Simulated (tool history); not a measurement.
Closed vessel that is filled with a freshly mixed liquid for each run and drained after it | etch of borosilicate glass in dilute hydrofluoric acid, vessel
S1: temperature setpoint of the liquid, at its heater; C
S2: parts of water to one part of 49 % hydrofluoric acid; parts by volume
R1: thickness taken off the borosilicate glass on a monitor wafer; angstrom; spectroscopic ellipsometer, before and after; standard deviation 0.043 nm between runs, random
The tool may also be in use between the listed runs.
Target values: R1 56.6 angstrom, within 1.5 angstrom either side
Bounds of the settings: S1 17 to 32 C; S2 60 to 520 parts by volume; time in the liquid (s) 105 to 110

run 1 hour=0 | S1=24 S2=290 time_in_the_liquid_(s)=105 | R1=127.27
run 2 hour=7.2 | S1=27.5 S2=290 time_in_the_liquid_(s)=105 | R1=145.67
run 3 hour=13.2 | S1=27.5 S2=200 time_in_the_liquid_(s)=105 | R1=235.49
run 4 hour=15 | S1=25 S2=245 time_in_the_liquid_(s)=105 | R1=167.51
run 5 hour=16.5 | S1=23 S2=280 time_in_the_liquid_(s)=105 | R1=129.14
-- hour=19.5 thermometer replaced
run 6 hour=19.5 | S1=23 S2=280 time_in_the_liquid_(s)=105 | R1=119.11
run 7 hour=22.4 | S1=21.5 S2=300 time_in_the_liquid_(s)=105 | R1=105.87
run 8 hour=23.4 | S1=20.5 S2=320 time_in_the_liquid_(s)=105 | R1=93.455
run 9 hour=30.9 | S1=19.5 S2=340 time_in_the_liquid_(s)=105 | R1=82.646
run 10 hour=38.5 | S1=19 S2=355 time_in_the_liquid_(s)=105 | R1=76.551

Consider the 5 candidate settings below. Which is the only one whose results all fall within their allowed miss of target?
run A hour=46.1 | S1=21 S2=340 time_in_the_liquid_(s)=105 | R1=?
run B hour=46.1 | S1=20 S2=315 time_in_the_liquid_(s)=110 | R1=?
run C hour=46.1 | S1=22 S2=480 time_in_the_liquid_(s)=105 | R1=?
run D hour=46.1 | S1=18.5 S2=305 time_in_the_liquid_(s)=110 | R1=?
run E hour=46.1 | S1=19.5 S2=320 time_in_the_liquid_(s)=110 | R1=?

move=A R1=87.562
move=B R1=97.665
move=C R1=56.99
move=D R1=96.306
move=E R1=93.998
A: misses by more than the last run did
B: misses by more than the last run did
C: every result within its allowed miss
D: misses by more than the last run did
E: misses by more than the last run did
The move that meets every target is C.

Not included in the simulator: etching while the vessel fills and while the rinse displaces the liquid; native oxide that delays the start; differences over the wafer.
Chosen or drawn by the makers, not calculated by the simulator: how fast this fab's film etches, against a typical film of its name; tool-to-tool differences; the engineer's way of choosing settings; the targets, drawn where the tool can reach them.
